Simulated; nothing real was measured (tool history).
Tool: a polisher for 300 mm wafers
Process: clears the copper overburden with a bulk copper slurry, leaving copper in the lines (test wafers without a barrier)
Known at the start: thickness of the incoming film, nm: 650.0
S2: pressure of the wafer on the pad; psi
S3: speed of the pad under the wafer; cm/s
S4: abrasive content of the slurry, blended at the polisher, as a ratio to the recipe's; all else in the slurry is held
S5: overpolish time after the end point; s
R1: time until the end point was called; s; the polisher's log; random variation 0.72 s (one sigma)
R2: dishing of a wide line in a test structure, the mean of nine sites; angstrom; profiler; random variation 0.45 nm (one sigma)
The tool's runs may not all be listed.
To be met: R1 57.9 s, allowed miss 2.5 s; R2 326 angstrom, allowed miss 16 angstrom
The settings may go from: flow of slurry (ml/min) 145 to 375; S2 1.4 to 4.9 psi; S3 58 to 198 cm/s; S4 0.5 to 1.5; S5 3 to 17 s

run 1 hour=0 | flow_of_slurry_(ml/min)=240 S2=3.1 S3=128 S4=1 S5=9 | R1=53.461 R2=459.73
run 2 hour=0.9 | flow_of_slurry_(ml/min)=180 S2=3.1 S3=128 S4=1 S5=9 | R1=56.369 R2=455.06
run 3 hour=2.2 | flow_of_slurry_(ml/min)=160 S2=3.1 S3=128 S4=1 S5=9 | R1=58.446 R2=449.37
run 4 hour=5.1 | flow_of_slurry_(ml/min)=170 S2=3.1 S3=128 S4=1 S5=8 | R1=57.538 R2=429.56
run 5 hour=10.9 | flow_of_slurry_(ml/min)=195 S2=3.1 S3=128 S4=1 S5=8 | R1=55.511 R2=432.8
run 6 hour=18.2 | flow_of_slurry_(ml/min)=195 S2=3 S3=128 S4=1 S5=7 | R1=57.418 R2=407.29
run 7 hour=26.8 | flow_of_slurry_(ml/min)=205 S2=2.9 S3=128 S4=1 S5=6 | R1=58.814 R2=366.58
run 8 hour=35.4 | flow_of_slurry_(ml/min)=210 S2=2.9 S3=128 S4=1 S5=6 | R1=59.068 R2=354.6
run 9 hour=44 | flow_of_slurry_(ml/min)=215 S2=2.9 S3=128 S4=1 S5=6 | R1=58.673 R2=358.36
run 10 hour=48.6 | flow_of_slurry_(ml/min)=215 S2=2.9 S3=130 S4=1 S5=4 | R1=57.163 R2=273.06

Which of these 5 next moves meets every target?
run A hour=53.2 | flow_of_slurry_(ml/min)=225 S2=2.5 S3=128 S4=1.15 S5=7 | R1=? R2=?
run B hour=53.2 | flow_of_slurry_(ml/min)=215 S2=3 S3=130 S4=1 S5=3 | R1=? R2=?
run C hour=53.2 | flow_of_slurry_(ml/min)=210 S2=3.1 S3=122 S4=1 S5=5 | R1=? R2=?
run D hour=53.2 | flow_of_slurry_(ml/min)=245 S2=2.9 S3=126 S4=1 S5=6 | R1=? R2=?
run E hour=53.2 | flow_of_slurry_(ml/min)=340 S2=3.3 S3=118 S4=0.75 S5=6 | R1=? R2=?

move=A R1=61.315 R2=373.27
move=B R1=55.058 R2=225.23
move=C R1=56.439 R2=322.2
move=D R1=57.096 R2=358.5
move=E R1=56.839 R2=362.25
A: takes the result that was furthest off past its target
B: further off than the last run
C: meets every target
D: takes the result that was furthest off past its target
E: takes the result that was furthest off past its target
Move C is the one to make.

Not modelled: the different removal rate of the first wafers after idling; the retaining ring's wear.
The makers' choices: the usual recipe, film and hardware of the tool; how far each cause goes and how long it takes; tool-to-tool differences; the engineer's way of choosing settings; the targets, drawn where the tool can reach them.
